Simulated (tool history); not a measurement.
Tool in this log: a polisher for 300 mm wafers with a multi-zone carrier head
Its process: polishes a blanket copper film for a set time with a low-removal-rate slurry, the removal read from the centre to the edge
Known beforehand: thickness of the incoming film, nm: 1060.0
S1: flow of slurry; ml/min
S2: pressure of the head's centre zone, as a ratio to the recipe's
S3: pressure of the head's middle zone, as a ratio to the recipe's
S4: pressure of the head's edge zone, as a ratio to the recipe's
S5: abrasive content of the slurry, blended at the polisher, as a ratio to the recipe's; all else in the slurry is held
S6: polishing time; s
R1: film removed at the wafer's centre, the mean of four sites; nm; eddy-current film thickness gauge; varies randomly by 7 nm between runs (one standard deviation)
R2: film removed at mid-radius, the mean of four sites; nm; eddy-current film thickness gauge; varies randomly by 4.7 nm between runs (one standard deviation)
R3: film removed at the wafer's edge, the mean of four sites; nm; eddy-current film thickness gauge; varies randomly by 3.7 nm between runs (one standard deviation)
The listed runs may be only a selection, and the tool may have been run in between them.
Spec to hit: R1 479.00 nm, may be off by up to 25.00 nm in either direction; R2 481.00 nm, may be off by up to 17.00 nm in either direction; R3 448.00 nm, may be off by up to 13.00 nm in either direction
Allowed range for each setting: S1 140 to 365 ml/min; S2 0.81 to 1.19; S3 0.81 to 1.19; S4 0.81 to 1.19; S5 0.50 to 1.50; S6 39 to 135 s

{"run": 1, "hour": 0.0, "S1": 235, "S2": 1.0, "S3": 1.0, "S4": 1.0, "S5": 1.0, "S6": 87, "R1": 366.4, "R2": 415.1, "R3": 383.79}
{"run": 2, "hour": 7.8, "S1": 240, "S2": 1.03, "S3": 1.01, "S4": 1.02, "S5": 1.05, "S6": 87, "R1": 393.36, "R2": 426.91, "R3": 395.74}
{"run": 3, "hour": 11.6, "S1": 240, "S2": 1.0, "S3": 1.01, "S4": 1.02, "S5": 1.05, "S6": 87, "R1": 381.36, "R2": 419.81, "R3": 396.26}
{"run": 4, "hour": 13.0, "S1": 240, "S2": 0.96, "S3": 1.01, "S4": 1.02, "S5": 1.05, "S6": 87, "R1": 354.92, "R2": 419.48, "R3": 389.98}
{"run": 5, "hour": 20.3, "S1": 240, "S2": 0.96, "S3": 0.96, "S4": 1.02, "S5": 1.05, "S6": 87, "R1": 363.86, "R2": 398.15, "R3": 395.47}
{"run": 6, "hour": 27.5, "S1": 245, "S2": 0.99, "S3": 0.98, "S4": 1.03, "S5": 1.1, "S6": 87, "R1": 364.37, "R2": 426.51, "R3": 400.54}
{"run": 7, "hour": 31.2, "S1": 245, "S2": 1.02, "S3": 0.98, "S4": 1.04, "S5": 1.1, "S6": 88, "R1": 395.23, "R2": 425.63, "R3": 413.16}
{"run": 8, "hour": 38.2, "S1": 250, "S2": 1.04, "S3": 0.99, "S4": 1.05, "S5": 1.1, "S6": 88, "R1": 398.44, "R2": 423.98, "R3": 414.95}
{"run": 9, "hour": 42.3, "S1": 250, "S2": 1.06, "S3": 1.0, "S4": 1.05, "S5": 1.15, "S6": 88, "R1": 410.05, "R2": 439.36, "R3": 411.68}
{"run": 10, "hour": 43.1, "S1": 255, "S2": 1.08, "S3": 1.0, "S4": 1.06, "S5": 1.2, "S6": 88, "R1": 426.79, "R2": 439.27, "R3": 423.13}
{"run": 11, "hour": 49.3, "S1": 260, "S2": 1.09, "S3": 1.01, "S4": 1.07, "S5": 1.2, "S6": 88, "R1": 437.36, "R2": 451.52, "R3": 428.12}
{"run": 12, "hour": 57.1, "S1": 265, "S2": 1.1, "S3": 1.01, "S4": 1.08, "S5": 1.2, "S6": 88, "R1": 442.13, "R2": 444.38, "R3": 427.94}
{"hour": 58.6, "done": "centre zone pressure recalibrated"}
{"run": 13, "hour": 58.6, "S1": 265, "S2": 1.11, "S3": 1.02, "S4": 1.09, "S5": 1.2, "S6": 88, "R1": 491.86, "R2": 445.75, "R3": 435.09}

Exactly one of the 5 candidate moves below puts every result within its allowed miss. Which one?
{"run": "A", "hour": 60.1, "S1": 325, "S2": 1.1, "S3": 0.96, "S4": 1.16, "S5": 1.15, "S6": 88, "R1": "?", "R2": "?", "R3": "?"}
{"run": "B", "hour": 60.1, "S1": 235, "S2": 1.08, "S3": 1.14, "S4": 0.88, "S5": 1.4, "S6": 88, "R1": "?", "R2": "?", "R3": "?"}
{"run": "C", "hour": 60.1, "S1": 150, "S2": 1.19, "S3": 1.05, "S4": 0.97, "S5": 1.45, "S6": 97, "R1": "?", "R2": "?", "R3": "?"}
{"run": "D", "hour": 60.1, "S1": 290, "S2": 1.07, "S3": 0.99, "S4": 1.14, "S5": 1.1, "S6": 91, "R1": "?", "R2": "?", "R3": "?"}
{"run": "E", "hour": 60.1, "S1": 245, "S2": 1.08, "S3": 1.11, "S4": 1.13, "S5": 0.8, "S6": 103, "R1": "?", "R2": "?", "R3": "?"}

move=A R1=476.01 R2=434.18 R3=443.96
move=B R1=476.13 R2=485.54 R3=407.67
move=C R1=533.81 R2=476.99 R3=444.93
move=D R1=466.43 R2=444.83 R3=445.41
move=E R1=470.74 R2=472.82 R3=446.01
A: misses by more than the last run did
B: brings the last run's worst result on target, with another outside its allowed miss
C: brings the last run's worst result on target, with another outside its allowed miss
D: roughly where the last run was
E: all results in spec
So the answer is move E, the one that meets all the targets.
